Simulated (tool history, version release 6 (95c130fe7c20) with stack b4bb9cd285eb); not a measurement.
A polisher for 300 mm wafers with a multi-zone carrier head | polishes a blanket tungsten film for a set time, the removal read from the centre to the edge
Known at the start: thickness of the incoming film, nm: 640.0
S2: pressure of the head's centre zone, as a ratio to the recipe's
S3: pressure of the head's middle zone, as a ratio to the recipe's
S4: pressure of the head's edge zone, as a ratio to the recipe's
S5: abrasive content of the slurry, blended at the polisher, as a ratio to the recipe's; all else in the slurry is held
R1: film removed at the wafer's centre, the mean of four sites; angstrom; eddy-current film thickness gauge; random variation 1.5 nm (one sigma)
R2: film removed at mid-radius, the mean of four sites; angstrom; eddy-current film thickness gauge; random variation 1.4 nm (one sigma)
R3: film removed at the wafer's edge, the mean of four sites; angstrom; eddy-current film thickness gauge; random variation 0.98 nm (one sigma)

Run 1, hour 0: flow of slurry (ml/min) 240, S2 1, S3 1, S4 1, S5 1, polishing time (s) 45. Result: R1 1838.4 angstrom, R2 1805.9 angstrom, R3 1890 angstrom.
Run 2, hour 2.6: flow of slurry (ml/min) 180, S2 1, S3 1, S4 1, S5 1, polishing time (s) 45. Result: R1 1739.3 angstrom, R2 1755.7 angstrom, R3 1837.4 angstrom.
Run 3, hour 8.3: flow of slurry (ml/min) 180, S2 1, S3 1.06, S4 1, S5 1, polishing time (s) 45. Result: R1 1740.3 angstrom, R2 1860.3 angstrom, R3 1832.4 angstrom.
Run 4, hour 11.1: flow of slurry (ml/min) 180, S2 1, S3 1.06, S4 1, S5 1, polishing time (s) 38. Result: R1 1458 angstrom, R2 1575 angstrom, R3 1565.4 angstrom.
Run 5, hour 12.4: flow of slurry (ml/min) 145, S2 1, S3 1.06, S4 1, S5 1, polishing time (s) 38. Result: R1 1403 angstrom, R2 1534.7 angstrom, R3 1508.3 angstrom.
Run 6, hour 17.6: flow of slurry (ml/min) 145, S2 0.99, S3 1.03, S4 0.98, S5 0.9, polishing time (s) 37. Result: R1 1328.5 angstrom, R2 1390.6 angstrom, R3 1412.6 angstrom.
Run 7, hour 25.6: flow of slurry (ml/min) 145, S2 0.96, S3 1.01, S4 0.96, S5 0.85, polishing time (s) 37. Result: R1 1259.2 angstrom, R2 1319.8 angstrom, R3 1388 angstrom.
Run 8, hour 31.9: flow of slurry (ml/min) 145, S2 0.95, S3 1.01, S4 0.94, S5 0.8, polishing time (s) 37. Result: R1 1243.5 angstrom, R2 1340.6 angstrom, R3 1331 angstrom.
Run 9, hour 36.5: flow of slurry (ml/min) 145, S2 0.93, S3 0.99, S4 0.93, S5 0.75, polishing time (s) 37. Result: R1 1189.7 angstrom, R2 1264.2 angstrom, R3 1308.7 angstrom.
Run 10, hour 37.8: flow of slurry (ml/min) 145, S2 0.92, S3 0.98, S4 0.91, S5 0.75, polishing time (s) 37. Result: R1 1150.7 angstrom, R2 1274.3 angstrom, R3 1301.5 angstrom.

Run 11 comes next. What will it give?
At hour 39.3: worn pad replaced by a new one.
Run 11, hour 39.3: flow of slurry (ml/min) 145, S2 0.92, S3 0.97, S4 0.9, S5 0.7, polishing time (s) 37. Result: R1 ?, R2 ?, R3 ?.

R1: 1294.3 angstrom
R2: 1388 angstrom
R3: 1422.2 angstrom
